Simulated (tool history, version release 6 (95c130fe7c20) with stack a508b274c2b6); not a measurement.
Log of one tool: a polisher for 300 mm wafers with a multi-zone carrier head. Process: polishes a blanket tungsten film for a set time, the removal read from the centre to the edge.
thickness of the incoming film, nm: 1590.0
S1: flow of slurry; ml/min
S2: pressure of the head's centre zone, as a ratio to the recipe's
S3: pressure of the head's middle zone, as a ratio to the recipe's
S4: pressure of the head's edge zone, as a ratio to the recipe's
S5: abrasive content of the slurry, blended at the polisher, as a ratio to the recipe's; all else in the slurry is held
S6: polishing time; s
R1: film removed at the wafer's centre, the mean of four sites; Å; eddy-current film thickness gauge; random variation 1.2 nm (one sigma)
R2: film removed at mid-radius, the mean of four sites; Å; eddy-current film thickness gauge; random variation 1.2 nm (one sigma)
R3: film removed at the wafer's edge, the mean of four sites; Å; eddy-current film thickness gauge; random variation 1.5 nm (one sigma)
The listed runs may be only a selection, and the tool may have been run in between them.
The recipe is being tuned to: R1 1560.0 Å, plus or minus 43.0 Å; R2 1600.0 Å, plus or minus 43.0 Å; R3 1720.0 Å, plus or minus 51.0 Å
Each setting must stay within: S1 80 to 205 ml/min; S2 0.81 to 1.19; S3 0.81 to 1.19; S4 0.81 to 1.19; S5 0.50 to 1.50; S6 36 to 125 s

{"run": 1, "day": 0.0, "S1": 135, "S2": 1.0, "S3": 1.0, "S4": 1.0, "S5": 1.0, "S6": 80, "R1": 2347.7, "R2": 2378.7, "R3": 2383.3}
{"run": 2, "day": 0.242, "S1": 135, "S2": 1.0, "S3": 0.92, "S4": 1.0, "S5": 1.0, "S6": 80, "R1": 2327.0, "R2": 2236.6, "R3": 2367.5}
{"run": 3, "day": 0.412, "S1": 120, "S2": 0.97, "S3": 0.89, "S4": 0.96, "S5": 0.85, "S6": 78, "R1": 2124.8, "R2": 1978.1, "R3": 2149.1}
{"run": 4, "day": 0.75, "S1": 120, "S2": 1.04, "S3": 0.89, "S4": 0.96, "S5": 0.85, "S6": 78, "R1": 2248.9, "R2": 2004.0, "R3": 2145.1}
{"run": 5, "day": 0.938, "S1": 110, "S2": 0.97, "S3": 0.9, "S4": 0.94, "S5": 0.75, "S6": 76, "R1": 1937.9, "R2": 1882.5, "R3": 2000.8}
{"run": 6, "day": 1.271, "S1": 105, "S2": 0.94, "S3": 0.88, "S4": 0.91, "S5": 0.65, "S6": 75, "R1": 1821.0, "R2": 1778.4, "R3": 1885.3}
{"run": 7, "day": 1.562, "S1": 100, "S2": 0.91, "S3": 0.87, "S4": 0.89, "S5": 0.6, "S6": 75, "R1": 1699.0, "R2": 1696.2, "R3": 1855.5}
{"run": 8, "day": 1.896, "S1": 95, "S2": 0.9, "S3": 0.87, "S4": 0.87, "S5": 0.55, "S6": 75, "R1": 1662.9, "R2": 1639.1, "R3": 1774.5}

Next run, 4 choices. One meets every target within its allowed miss, the rest don't. Which?
{"run": "A", "day": 2.229, "S1": 100, "S2": 0.87, "S3": 0.86, "S4": 0.86, "S5": 0.55, "S6": 72, "R1": "?", "R2": "?", "R3": "?"}
{"run": "B", "day": 2.229, "S1": 100, "S2": 0.84, "S3": 0.89, "S4": 0.91, "S5": 0.85, "S6": 71, "R1": "?", "R2": "?", "R3": "?"}
{"run": "C", "day": 2.229, "S1": 95, "S2": 0.95, "S3": 0.9, "S4": 0.84, "S5": 0.6, "S6": 76, "R1": "?", "R2": "?", "R3": "?"}
{"run": "D", "day": 2.229, "S1": 95, "S2": 0.85, "S3": 0.84, "S4": 0.93, "S5": 0.5, "S6": 77, "R1": "?", "R2": "?", "R3": "?"}

move=A R1=1561.5 R2=1595.7 R3=1728.2
move=B R1=1594.5 R2=1726.9 R3=1861.9
move=C R1=1765.7 R2=1740.1 R3=1806.7
move=D R1=1585.7 R2=1625.6 R3=1867.4
A: all results in spec
B: brings the last run's worst result on target, with another outside its allowed miss
C: the biggest miss grows against the last run
D: brings the last run's worst result on target, with another outside its allowed miss
The right move is A.

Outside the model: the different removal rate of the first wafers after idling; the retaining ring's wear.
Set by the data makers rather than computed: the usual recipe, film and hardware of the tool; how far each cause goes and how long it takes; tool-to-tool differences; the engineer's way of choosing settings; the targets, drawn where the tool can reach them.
